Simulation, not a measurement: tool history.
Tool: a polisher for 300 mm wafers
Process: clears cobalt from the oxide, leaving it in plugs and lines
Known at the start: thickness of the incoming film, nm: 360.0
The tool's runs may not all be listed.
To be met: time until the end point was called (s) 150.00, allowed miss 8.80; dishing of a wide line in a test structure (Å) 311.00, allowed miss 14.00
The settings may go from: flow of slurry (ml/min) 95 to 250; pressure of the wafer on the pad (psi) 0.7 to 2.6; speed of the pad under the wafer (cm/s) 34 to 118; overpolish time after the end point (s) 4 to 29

run    day  flow of slurry (ml/min)  pressure of the wafer on the pad (psi)  speed of the pad under the wafer (cm/s)  overpolish time after the end point (s)  time until the end point was called (s)  dishing of a wide line in a test structure (Å)
  1  0.000                      160                                     1.6                                       76                                       15                                   107.62                                          336.14
  2  0.354                      160                                     1.4                                       76                                       15                                   114.20                                          320.94
  3  0.375                      160                                     1.2                                       76                                       15                                   128.14                                          291.14
  4  0.579                      160                                     1.1                                       76                                       16                                   128.47                                          302.72
  5  0.775                      160                                     1.1                                       76                                       10                                   133.20                                          209.89
  6  0.900                      140                                     1.1                                       76                                       10                                   140.87                                          212.41
  7  1.238                      130                                     1.1                                       74                                       12                                   137.22                                          235.92
  8  1.596                      130                                     1.1                                       72                                       14                                   145.00                                          259.71
  9  1.654                      130                                     1.1                                       72                                       14                                   141.63                                          260.82
 10  1.825                      130                                     1.1                                       70                                       15                                   149.44                                          272.71
 11  1.946                      130                                     1.1                                       70                                       16                                   149.68                                          278.61
 12  2.300                      130                                     1.1                                       70                                       17                                   149.50                                          281.92

Which of these 4 next moves meets every target?
  A  2.654                      135                                     0.9                                       74                                       14                                        ?                                               ?
  B  2.654                      150                                     1.5                                       56                                       19                                        ?                                               ?
  C  2.654                      155                                     1.0                                       70                                       15                                        ?                                               ?
  D  2.654                       95                                     1.0                                       74                                       16                                        ?                                               ?

move  time until the end point was called (s)  dishing of a wide line in a test structure (Å)
   A                                   154.65                                          244.84
   B                                   150.03                                          312.14
   C                                   150.87                                          262.75
   D                                   160.12                                          263.59
A: further off than the last run
B: meets every target
C: further off than the last run
D: further off than the last run
Move B is the one to make.

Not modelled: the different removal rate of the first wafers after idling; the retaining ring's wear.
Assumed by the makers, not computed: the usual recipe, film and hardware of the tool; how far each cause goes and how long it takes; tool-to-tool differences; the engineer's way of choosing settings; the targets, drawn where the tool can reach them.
